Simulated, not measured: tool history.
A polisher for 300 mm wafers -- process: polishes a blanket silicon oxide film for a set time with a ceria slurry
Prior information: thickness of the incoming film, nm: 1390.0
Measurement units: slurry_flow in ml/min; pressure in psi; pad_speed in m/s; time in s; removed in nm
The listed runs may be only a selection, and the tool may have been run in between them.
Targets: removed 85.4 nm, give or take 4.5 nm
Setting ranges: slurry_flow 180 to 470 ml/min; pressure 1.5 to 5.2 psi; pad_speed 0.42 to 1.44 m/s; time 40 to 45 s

run	day	slurry_flow	pressure	pad_speed	time	removed
1	0	300	3.3	0.92	45	168.53
2	0.338	300	3.3	0.92	45	170.35
3	0.579	300	3	0.9	45	154.71
4	0.892	300	2.7	0.86	45	134.91
5	1.183	300	2.5	0.84	45	122.59
6	1.521	300	3.1	0.84	45	146.02
7	1.725	300	2.8	0.82	45	129.31
8	1.85	300	2.6	0.8	45	120
9	2.133	300	2.4	0.8	45	111.65
10	2.192	300	2.2	0.8	45	102.47
11	2.442	300	2.1	0.8	45	97.779
12	2.554	300	2	0.8	45	93.2

Of the 5 settings listed for the next run, only one would bring every result within its allowed miss of target. Which one?
A	2.667	285	1.8	0.74	45	?
B	2.667	305	1.9	0.9	45	?
C	2.667	305	2	0.8	41	?
D	2.667	365	1.8	0.88	45	?
E	2.667	320	1.9	0.94	41	?

move	removed
A	77.998
B	100.17
C	85.503
D	95.244
E	95.818
A: pushes the last run's worst result past its target
B: further off than the last run
C: in spec on every target
D: further off than the last run
E: further off than the last run
C is the move that brings every result within its allowed miss.
